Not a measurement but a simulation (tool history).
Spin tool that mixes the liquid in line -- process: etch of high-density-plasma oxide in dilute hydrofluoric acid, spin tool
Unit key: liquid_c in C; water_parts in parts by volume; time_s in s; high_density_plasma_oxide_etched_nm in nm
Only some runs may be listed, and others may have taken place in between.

| run | hour | liquid_c | water_parts | time_s | high_density_plasma_oxide_etched_nm |
|---|---|---|---|---|---|
| 1 | 0.0 | 25.0 | 90 | 90 | 5.2734 |
| 2 | 8.0 | 25.0 | 90 | 70 | 4.1001 |
| 3 | 10.4 | 25.0 | 105 | 70 | 3.4947 |
| 4 | 14.3 | 27.5 | 95 | 70 | 4.2930 |
| 5 | 16.9 | 27.5 | 95 | 90 | 5.4902 |
| 6 | 17.9 | 29.0 | 95 | 90 | 5.8014 |
| 7 | 21.6 | 29.0 | 95 | 90 | 5.8825 |

For run 8, what comes out?
| 8 | 23.6 | 30.0 | 95 | 90 | ? |

{"run 8": {"high_density_plasma_oxide_etched_nm": 5.9294}}
